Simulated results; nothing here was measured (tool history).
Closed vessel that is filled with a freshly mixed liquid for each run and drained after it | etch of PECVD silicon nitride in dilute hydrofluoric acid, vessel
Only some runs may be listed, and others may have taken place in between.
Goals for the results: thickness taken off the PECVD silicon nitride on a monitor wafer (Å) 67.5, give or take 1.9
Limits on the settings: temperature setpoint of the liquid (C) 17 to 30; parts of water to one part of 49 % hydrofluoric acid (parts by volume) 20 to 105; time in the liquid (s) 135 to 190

run,hour,temperature setpoint of the liquid (C),parts of water to one part of 49 % hydrofluoric acid (parts by volume),time in the liquid (s),thickness taken off the PECVD silicon nitride on a monitor wafer (Å)
1,0,22,55,190,77.694
2,5.3,22,55,190,76.258
3,14.1,22,55,135,54.132
4,15.5,23,55,135,58.404
5,22.7,23,55,190,81.832
6,24.9,23,35,190,127.37
7,30.9,21,40,190,96.356
8,36.6,20,40,190,90.045
9,39.8,19,40,190,84.96
10,46.6,18.5,40,190,83.058
11,49.8,18,40,190,79.122
12,56.5,17.5,40,190,76.689
13,62,17,40,190,74.415
# hour 69.8: hydrofluoric acid flow meter replaced
14,69.8,17,45,190,70.216
15,73.8,17,45,170,63.443

Exactly one of the 5 candidate moves below puts every result within its allowed miss. Which one?
A,77.8,17,45,180,?
B,77.8,17,50,165,?
C,77.8,20,55,160,?
D,77.8,17.5,50,175,?
E,77.8,18.5,45,150,?

move,thickness taken off the PECVD silicon nitride on a monitor wafer (Å)
A,66.632
B,55.16
C,60.19
D,60.614
E,61.749
A: in spec on every target
B: moves away from the targets compared with the last run
C: moves away from the targets compared with the last run
D: moves away from the targets compared with the last run
E: moves away from the targets compared with the last run
Correct choice: A, which meets every target
